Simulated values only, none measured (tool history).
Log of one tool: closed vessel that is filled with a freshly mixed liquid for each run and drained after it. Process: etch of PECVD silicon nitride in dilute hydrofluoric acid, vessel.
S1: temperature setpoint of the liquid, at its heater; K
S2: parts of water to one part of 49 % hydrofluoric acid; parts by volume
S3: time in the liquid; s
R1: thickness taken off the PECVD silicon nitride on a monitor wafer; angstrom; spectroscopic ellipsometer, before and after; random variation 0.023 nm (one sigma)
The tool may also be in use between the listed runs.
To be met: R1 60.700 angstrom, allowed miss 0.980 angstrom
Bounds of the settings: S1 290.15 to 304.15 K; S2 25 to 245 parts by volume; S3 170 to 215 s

| run | hour | S1 | S2 | S3 | R1 |
|---|---|---|---|---|---|
| 1 | 0.0 | 296.15 | 135 | 215 | 54.568 |
| 2 | 6.4 | 296.15 | 135 | 215 | 54.352 |
| 3 | 10.6 | 296.65 | 135 | 215 | 56.169 |
| 4 | 18.2 | 296.65 | 135 | 215 | 56.249 |
| 5 | 21.4 | 294.65 | 135 | 215 | 49.126 |
| 6 | 26.7 | 291.15 | 135 | 215 | 38.678 |
| 7 | 31.8 | 292.65 | 135 | 215 | 42.808 |
| 8 | 38.1 | 293.65 | 135 | 215 | 45.789 |
| 9 | 44.5 | 294.65 | 135 | 215 | 48.963 |
| 10 | 48.7 | 294.65 | 135 | 215 | 49.041 |
| 11 | 55.2 | 294.65 | 135 | 215 | 49.097 |
| 12 | 60.0 | 295.15 | 135 | 215 | 50.665 |
| 13 | 68.3 | 295.65 | 135 | 215 | 52.261 |
| 14 | 77.4 | 296.15 | 135 | 215 | 54.036 |
| 15 | 84.7 | 296.65 | 135 | 215 | 55.607 |

Which of these 4 next moves meets every target?
| A | 92.0 | 293.65 | 90 | 190 | ? |
| B | 92.0 | 295.65 | 105 | 185 | ? |
| C | 92.0 | 296.15 | 120 | 205 | ? |
| D | 92.0 | 299.65 | 140 | 210 | ? |

| move | R1 |
|---|---|
| A | 60.277 |
| B | 57.735 |
| C | 57.988 |
| D | 63.927 |
A: meets every target
B: nearer than the last run, and not there yet
C: nearer than the last run, and not there yet
D: takes the result that was furthest off past its target
The right move is A.

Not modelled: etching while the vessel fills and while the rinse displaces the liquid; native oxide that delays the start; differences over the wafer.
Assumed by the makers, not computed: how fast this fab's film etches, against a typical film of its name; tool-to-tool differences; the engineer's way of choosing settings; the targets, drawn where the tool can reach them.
